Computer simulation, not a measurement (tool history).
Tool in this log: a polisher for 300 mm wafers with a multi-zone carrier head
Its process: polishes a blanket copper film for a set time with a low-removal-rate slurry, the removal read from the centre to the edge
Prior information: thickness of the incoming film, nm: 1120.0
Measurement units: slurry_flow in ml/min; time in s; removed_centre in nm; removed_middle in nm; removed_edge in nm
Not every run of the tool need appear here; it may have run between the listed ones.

run 1 hour=0 | slurry_flow=295 centre_zone=1 middle_zone=1 edge_zone=1 slurry_solids=1 time=48 | removed_centre=138.6 removed_middle=134.67 removed_edge=139.18
run 2 hour=2.7 | slurry_flow=295 centre_zone=1.01 middle_zone=1.01 edge_zone=0.97 slurry_solids=0.9 time=45 | removed_centre=127.55 removed_middle=126.97 removed_edge=122.42
run 3 hour=3.6 | slurry_flow=295 centre_zone=1.01 middle_zone=0.99 edge_zone=0.95 slurry_solids=0.8 time=44 | removed_centre=116.45 removed_middle=117.19 removed_edge=115.72
run 4 hour=9.6 | slurry_flow=295 centre_zone=1.03 middle_zone=0.99 edge_zone=0.93 slurry_solids=0.75 time=43 | removed_centre=117.73 removed_middle=110.24 removed_edge=109.37
run 5 hour=11.9 | slurry_flow=295 centre_zone=1.03 middle_zone=1 edge_zone=0.91 slurry_solids=0.7 time=42 | removed_centre=109.36 removed_middle=107.8 removed_edge=100.95
run 6 hour=13.6 | slurry_flow=295 centre_zone=1.03 middle_zone=1 edge_zone=0.97 slurry_solids=0.7 time=42 | removed_centre=109.81 removed_middle=107.14 removed_edge=105.1
run 7 hour=20 | slurry_flow=295 centre_zone=1.03 middle_zone=1 edge_zone=0.95 slurry_solids=0.65 time=41 | removed_centre=103.38 removed_middle=102.37 removed_edge=98.414
run 8 hour=20.8 | slurry_flow=295 centre_zone=1.04 middle_zone=1 edge_zone=0.94 slurry_solids=0.6 time=41 | removed_centre=99.76 removed_middle=97.177 removed_edge=93.893
run 9 hour=26.9 | slurry_flow=295 centre_zone=1.05 middle_zone=1.01 edge_zone=0.93 slurry_solids=0.6 time=41 | removed_centre=101.73 removed_middle=100.43 removed_edge=95.358
run 10 hour=31.1 | slurry_flow=295 centre_zone=1.05 middle_zone=1.01 edge_zone=0.92 slurry_solids=0.6 time=41 | removed_centre=101.9 removed_middle=99.201 removed_edge=92.065
run 11 hour=40 | slurry_flow=290 centre_zone=1.05 middle_zone=1.01 edge_zone=0.92 slurry_solids=0.6 time=41 | removed_centre=103.33 removed_middle=98.438 removed_edge=94.531
run 12 hour=44.5 | slurry_flow=310 centre_zone=1.04 middle_zone=1.02 edge_zone=0.85 slurry_solids=0.5 time=39 | removed_centre=89.928 removed_middle=88.548 removed_edge=81.093
run 13 hour=49.7 | slurry_flow=310 centre_zone=1.05 middle_zone=1.02 edge_zone=0.86 slurry_solids=0.5 time=39 | removed_centre=89.492 removed_middle=87.118 removed_edge=79.23
run 14 hour=50.2 | slurry_flow=310 centre_zone=1.06 middle_zone=1.02 edge_zone=0.87 slurry_solids=0.5 time=39 | removed_centre=90.485 removed_middle=85.008 removed_edge=82.583
run 15 hour=59.1 | slurry_flow=295 centre_zone=1.06 middle_zone=1.02 edge_zone=0.88 slurry_solids=0.5 time=39 | removed_centre=92.255 removed_middle=85.589 removed_edge=80.584

What does the tool deliver on the next run?
run 16 hour=64.1 | slurry_flow=300 centre_zone=1.06 middle_zone=1.03 edge_zone=0.89 slurry_solids=0.5 time=39 | removed_centre=? removed_middle=? removed_edge=?

{"run 16": {"removed_centre": 89.919, "removed_middle": 88.319, "removed_edge": 81.898}}

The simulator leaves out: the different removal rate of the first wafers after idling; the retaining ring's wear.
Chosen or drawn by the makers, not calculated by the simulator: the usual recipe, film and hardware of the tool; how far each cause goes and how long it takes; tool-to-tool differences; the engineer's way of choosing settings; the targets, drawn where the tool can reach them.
